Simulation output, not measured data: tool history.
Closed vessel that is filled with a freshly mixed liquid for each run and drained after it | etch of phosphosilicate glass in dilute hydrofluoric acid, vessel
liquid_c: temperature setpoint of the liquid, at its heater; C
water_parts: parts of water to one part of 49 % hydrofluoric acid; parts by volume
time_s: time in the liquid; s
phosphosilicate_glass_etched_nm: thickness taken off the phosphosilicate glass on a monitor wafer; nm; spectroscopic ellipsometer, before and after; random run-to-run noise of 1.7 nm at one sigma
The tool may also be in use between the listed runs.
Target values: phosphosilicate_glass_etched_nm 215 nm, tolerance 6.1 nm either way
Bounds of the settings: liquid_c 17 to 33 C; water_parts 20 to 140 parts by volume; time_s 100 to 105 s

run,hour,liquid_c,water_parts,time_s,phosphosilicate_glass_etched_nm
1,0,25,75,100,108.28
2,8,26.5,70,100,123.6
3,9,27.5,65,100,140.82
4,10.9,27.5,65,100,142.71
5,14.9,27.5,50,100,186.79
6,18.9,27.5,70,100,129.74
7,23,28.5,65,100,145.3
8,27.6,29,60,100,162.76
9,34.9,29.5,60,100,166.41
10,37.7,30,60,100,170.38
11,45.5,30.5,60,100,172.09
12,47.8,31,60,100,174.67
13,55.8,31.5,60,100,181.66
14,63.4,33,50,100,228.01
15,65.7,32.5,50,100,227
16,67,32,50,100,222.51

Which one of the following 5 next-run settings gets every result inside its allowed miss? There is exactly one.
A,68.3,30,55,105,?
B,68.3,32.5,55,105,?
C,68.3,32,50,105,?
D,68.3,31.5,55,100,?
E,68.3,32.5,50,100,?

move,phosphosilicate_glass_etched_nm
A,196.89
B,216.87
C,235.91
D,198.75
E,229.05
A: takes the result that was furthest off past its target
B: all results in spec
C: its largest miss is bigger than the last run's
D: takes the result that was furthest off past its target
E: its largest miss is bigger than the last run's
Answer: B
